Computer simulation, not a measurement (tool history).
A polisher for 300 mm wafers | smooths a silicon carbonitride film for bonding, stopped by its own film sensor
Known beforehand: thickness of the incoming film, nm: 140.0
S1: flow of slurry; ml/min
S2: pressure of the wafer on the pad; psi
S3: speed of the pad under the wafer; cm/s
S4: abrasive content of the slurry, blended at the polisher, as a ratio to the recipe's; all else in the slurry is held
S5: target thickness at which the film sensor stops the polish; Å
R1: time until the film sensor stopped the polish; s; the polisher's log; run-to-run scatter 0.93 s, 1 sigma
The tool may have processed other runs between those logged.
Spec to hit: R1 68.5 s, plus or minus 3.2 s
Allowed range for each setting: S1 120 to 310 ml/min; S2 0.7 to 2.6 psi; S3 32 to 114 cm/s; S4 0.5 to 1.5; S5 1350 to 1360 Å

run	hour	S1	S2	S3	S4	S5	R1
1	0	200	1.6	72	1	1350	26.886
2	6.6	200	1.5	68	1	1350	30.25
3	10.3	200	1.4	64	1	1350	33.579
4	13.1	200	1.4	64	1	1350	33.179
5	22.1	240	1.4	64	1	1350	32.559
6	23.1	240	1.3	60	1	1350	36.293
7	25.6	240	1.2	56	1	1350	41.307
8	26.9	235	0.7	42	0.95	1350	85.229
9	31.7	240	0.7	42	0.95	1350	81.524
10	39.3	245	0.7	42	0.95	1350	83.35
11	46.8	255	0.8	42	0.95	1350	71.547
12	51.2	265	0.8	42	0.95	1350	71.969
13	57.3	265	0.9	42	0.95	1350	64.373

Exactly one of the 4 candidate moves below puts every result within its allowed miss. Which one?
A	63.4	285	0.9	34	0.95	1360	?
B	63.4	220	0.8	42	0.95	1360	?
C	63.4	300	0.9	52	0.9	1350	?
D	63.4	210	0.8	34	0.9	1360	?

move	R1
A	56.63
B	58.364
C	58.209
D	67.846
A: moves away from the targets compared with the last run
B: moves away from the targets compared with the last run
C: moves away from the targets compared with the last run
D: meets every target
D meets every target.
